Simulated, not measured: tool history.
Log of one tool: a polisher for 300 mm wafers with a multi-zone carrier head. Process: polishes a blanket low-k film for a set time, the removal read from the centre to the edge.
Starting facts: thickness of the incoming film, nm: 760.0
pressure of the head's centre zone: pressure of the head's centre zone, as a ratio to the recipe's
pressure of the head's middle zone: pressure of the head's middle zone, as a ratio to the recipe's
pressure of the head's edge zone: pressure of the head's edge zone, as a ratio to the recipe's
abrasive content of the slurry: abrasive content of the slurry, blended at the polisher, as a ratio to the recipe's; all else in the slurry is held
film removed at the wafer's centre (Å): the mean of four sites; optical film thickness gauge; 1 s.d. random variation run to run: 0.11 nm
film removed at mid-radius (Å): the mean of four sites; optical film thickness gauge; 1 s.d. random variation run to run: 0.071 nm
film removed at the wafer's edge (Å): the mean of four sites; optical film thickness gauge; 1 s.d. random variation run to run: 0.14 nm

run  hour  flow of slurry (ml/min)  pressure of the head's centre zone  pressure of the head's middle zone  pressure of the head's edge zone  abrasive content of the slurry  polishing time (s)  film removed at the wafer's centre (Å)  film removed at mid-radius (Å)  film removed at the wafer's edge (Å)
  1     0                      145                                   1                                   1                                 1                               1                  47                                  126.23                          126.89                                124.21
  2   4.4                      145                                   1                                   1                                 1                            1.05                  47                                  127.98                          130.75                                127.47
  3   8.5                      145                                   1                                   1                                 1                            1.05                  40                                  107.53                          111.09                                106.79
  4  10.6                      145                                   1                                0.94                                 1                            1.05                  40                                   109.2                          104.65                                107.36
  5  11.3                      140                                0.98                                0.95                                 1                            1.05                  40                                  104.51                          105.21                                107.22
  6    13                      140                                0.98                                0.95                                 1                            1.05                  34                                  89.862                          90.264                                92.029
  7  20.1                      160                                0.97                                0.96                              1.03                            1.05                  34                                  90.146                          92.878                                96.236
     23.3  -- worn pad replaced by a new one
  8  23.3                      200                                1.01                                1.03                              1.07                             1.1                  34                                  115.09                          117.76                                114.78
  9  27.4                      160                                   1                                1.02                              1.09                             1.1                  34                                  107.95                          113.36                                110.79
 10  28.3                      150                                   1                                1.01                              1.09                             1.1                  34                                  109.37                          109.26                                 113.3
 11  30.6                      145                                0.99                                1.01                              1.08                             1.1                  34                                  105.09                          109.66                                110.86
 12  37.3                      145                                0.99                                   1                              1.07                             1.1                  34                                  106.09                          107.85                                 110.4
 13  44.5                      145                                0.98                                   1                              1.06                             1.1                  34                                  107.46                          108.45                                107.84
 14  48.9                      150                                0.96                                0.99                              1.06                             1.1                  34                                  105.89                          108.48                                109.52
 15  57.2                      145                                0.95                                0.99                              1.05                             1.1                  34                                  102.07                          106.36                                110.48
 16  64.7                      145                                0.95                                0.99                              1.04                             1.1                  34                                   101.9                          108.63                                110.03
 17  67.1                      145                                0.95                                0.99                              1.03                             1.1                  34                                  102.74                          107.92                                109.39
 18  71.8                      145                                0.95                                0.99                              1.03                             1.1                  34                                  102.57                          107.22                                109.05

What does the tool deliver on the next run?
 19  73.9                      145                                0.95                                0.99                              1.02                             1.1                  34                                       ?                               ?                                     ?

{"run 19": {"film removed at the wafer's centre (Å)": 101.36, "film removed at mid-radius (Å)": 107.33, "film removed at the wafer's edge (Å)": 110.79}}
